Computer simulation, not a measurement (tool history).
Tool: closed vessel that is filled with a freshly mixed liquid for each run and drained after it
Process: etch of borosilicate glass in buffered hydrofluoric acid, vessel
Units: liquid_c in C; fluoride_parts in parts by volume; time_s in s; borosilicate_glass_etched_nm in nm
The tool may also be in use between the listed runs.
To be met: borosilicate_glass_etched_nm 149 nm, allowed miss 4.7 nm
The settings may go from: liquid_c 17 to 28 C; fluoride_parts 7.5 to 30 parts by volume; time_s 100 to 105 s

| run | hour | liquid_c | fluoride_parts | time_s | borosilicate_glass_etched_nm |
|---|---|---|---|---|---|
| 1 | 0 | 20 | 20.5 | 100 | 61.304 |
| 2 | 6.2 | 22 | 17.5 | 100 | 80.207 |
| 3 | 11.8 | 23.5 | 16 | 100 | 91.966 |
| 4 | 16.2 | 24.5 | 14.5 | 100 | 108.15 |
| 5 | 18 | 25.5 | 14 | 100 | 118.07 |
| 6 | 26.4 | 26 | 13.5 | 100 | 127.25 |
| 7 | 29.6 | 26 | 13.5 | 100 | 124.56 |
| 8 | 36.7 | 26.5 | 13 | 100 | 133.32 |
| 9 | 43.6 | 27 | 13 | 100 | 138.6 |
| 10 | 47.1 | 27.5 | 13 | 100 | 138.36 |

4 next moves are on the table. One of them brings every result within its allowed miss. Which?
| A | 50.6 | 26 | 12 | 105 | ? |
| B | 50.6 | 26.5 | 13 | 105 | ? |
| C | 50.6 | 27 | 15 | 105 | ? |
| D | 50.6 | 25.5 | 12 | 100 | ? |

| move | borosilicate_glass_etched_nm |
|---|---|
| A | 147.83 |
| B | 140.22 |
| C | 124.97 |
| D | 137.16 |
A: meets every target
B: nearer than the last run, and not there yet
C: further off than the last run
D: further off than the last run
Move A is the one to make.
